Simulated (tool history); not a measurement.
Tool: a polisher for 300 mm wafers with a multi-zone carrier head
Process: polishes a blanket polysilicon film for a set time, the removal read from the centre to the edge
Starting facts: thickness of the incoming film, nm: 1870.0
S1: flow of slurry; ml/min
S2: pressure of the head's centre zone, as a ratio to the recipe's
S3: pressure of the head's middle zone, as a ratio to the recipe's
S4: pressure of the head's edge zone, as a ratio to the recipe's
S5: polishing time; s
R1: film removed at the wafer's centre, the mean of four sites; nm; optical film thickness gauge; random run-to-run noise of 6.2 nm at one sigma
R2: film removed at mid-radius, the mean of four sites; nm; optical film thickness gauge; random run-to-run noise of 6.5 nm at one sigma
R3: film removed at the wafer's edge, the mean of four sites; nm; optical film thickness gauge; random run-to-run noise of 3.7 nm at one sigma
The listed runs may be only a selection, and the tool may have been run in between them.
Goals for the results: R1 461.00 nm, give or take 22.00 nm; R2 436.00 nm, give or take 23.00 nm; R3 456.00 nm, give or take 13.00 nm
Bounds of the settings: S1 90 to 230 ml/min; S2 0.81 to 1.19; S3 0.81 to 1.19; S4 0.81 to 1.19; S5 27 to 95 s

| run | hour | S1 | S2 | S3 | S4 | S5 | R1 | R2 | R3 |
|---|---|---|---|---|---|---|---|---|---|
| 1 | 0.0 | 150 | 1.00 | 1.00 | 1.00 | 61 | 621.36 | 596.23 | 606.07 |
| 2 | 7.3 | 125 | 1.00 | 1.00 | 1.00 | 61 | 581.85 | 592.80 | 580.36 |
| 3 | 15.0 | 125 | 1.00 | 1.00 | 0.94 | 61 | 573.96 | 587.97 | 580.03 |
| 4 | 21.3 | 125 | 1.00 | 1.00 | 1.02 | 61 | 577.91 | 564.70 | 589.58 |
| 5 | 22.5 | 125 | 1.01 | 0.98 | 1.00 | 57 | 547.91 | 541.97 | 553.91 |
| 6 | 31.0 | 125 | 1.02 | 0.97 | 1.00 | 53 | 496.66 | 484.43 | 519.50 |
| 7 | 36.2 | 120 | 1.05 | 0.98 | 0.98 | 51 | 486.10 | 467.41 | 491.72 |
| 8 | 38.0 | 100 | 1.05 | 0.95 | 0.91 | 49 | 438.41 | 422.16 | 435.77 |
| 9 | 42.0 | 105 | 1.05 | 0.95 | 0.92 | 49 | 462.70 | 432.33 | 444.19 |

Which of these 5 next moves meets every target?
| A | 46.0 | 115 | 1.13 | 1.06 | 0.87 | 45 | ? | ? | ? |
| B | 46.0 | 120 | 1.09 | 0.97 | 0.81 | 47 | ? | ? | ? |
| C | 46.0 | 100 | 1.06 | 0.97 | 0.92 | 51 | ? | ? | ? |
| D | 46.0 | 185 | 0.99 | 0.98 | 0.84 | 45 | ? | ? | ? |
| E | 46.0 | 120 | 1.15 | 0.90 | 0.89 | 46 | ? | ? | ? |

| move | R1 | R2 | R3 |
|---|---|---|---|
| A | 451.45 | 436.24 | 401.67 |
| B | 463.30 | 427.80 | 410.72 |
| C | 460.83 | 439.33 | 453.64 |
| D | 454.20 | 453.00 | 426.29 |
| E | 474.26 | 393.17 | 418.99 |
A: its largest miss is bigger than the last run's
B: its largest miss is bigger than the last run's
C: each result inside its tolerance
D: its largest miss is bigger than the last run's
E: its largest miss is bigger than the last run's
C meets every target.
